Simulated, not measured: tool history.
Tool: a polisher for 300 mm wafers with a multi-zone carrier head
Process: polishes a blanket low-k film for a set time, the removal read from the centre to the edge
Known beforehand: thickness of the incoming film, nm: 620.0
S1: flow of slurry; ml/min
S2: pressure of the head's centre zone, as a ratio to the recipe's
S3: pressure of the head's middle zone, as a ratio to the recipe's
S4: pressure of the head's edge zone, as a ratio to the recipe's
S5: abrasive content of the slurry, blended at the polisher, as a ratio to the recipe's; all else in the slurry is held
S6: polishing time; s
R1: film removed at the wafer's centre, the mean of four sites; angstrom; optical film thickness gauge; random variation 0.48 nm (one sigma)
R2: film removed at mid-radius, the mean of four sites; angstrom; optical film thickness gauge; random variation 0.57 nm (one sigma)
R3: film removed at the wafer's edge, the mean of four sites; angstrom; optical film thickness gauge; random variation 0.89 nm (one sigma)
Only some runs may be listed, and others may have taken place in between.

run 1 day=0.000 | S1=230 S2=1.00 S3=1.00 S4=1.00 S5=1.0 S6=83 | R1=471.73 R2=485.02 R3=488.16
run 2 day=0.071 | S1=230 S2=1.00 S3=1.00 S4=1.00 S5=1.0 S6=91 | R1=524.47 R2=519.12 R3=520.16
run 3 day=0.175 | S1=180 S2=1.00 S3=1.00 S4=1.00 S5=1.0 S6=91 | R1=493.34 R2=505.75 R3=502.12
run 4 day=0.371 | S1=180 S2=1.00 S3=1.00 S4=1.00 S5=1.0 S6=103 | R1=558.72 R2=576.02 R3=584.52
run 5 day=0.512 | S1=180 S2=1.00 S3=1.00 S4=1.00 S5=1.2 S6=103 | R1=610.70 R2=613.33 R3=627.52
run 6 day=0.862 | S1=180 S2=1.00 S3=1.00 S4=1.00 S5=1.2 S6=85 | R1=505.32 R2=511.29 R3=512.75
run 7 day=1.038 | S1=195 S2=1.01 S3=1.01 S4=1.02 S5=1.2 S6=85 | R1=517.96 R2=530.24 R3=523.77

Estimate the outcome of run 8 from the log above:
run 8 day=1.117 | S1=210 S2=1.02 S3=1.01 S4=1.04 S5=1.2 S6=85 | R1=? R2=? R3=?

Logged for run 8: R1 531.71 angstrom, R2 534.02 angstrom, R3 533.92 angstrom.

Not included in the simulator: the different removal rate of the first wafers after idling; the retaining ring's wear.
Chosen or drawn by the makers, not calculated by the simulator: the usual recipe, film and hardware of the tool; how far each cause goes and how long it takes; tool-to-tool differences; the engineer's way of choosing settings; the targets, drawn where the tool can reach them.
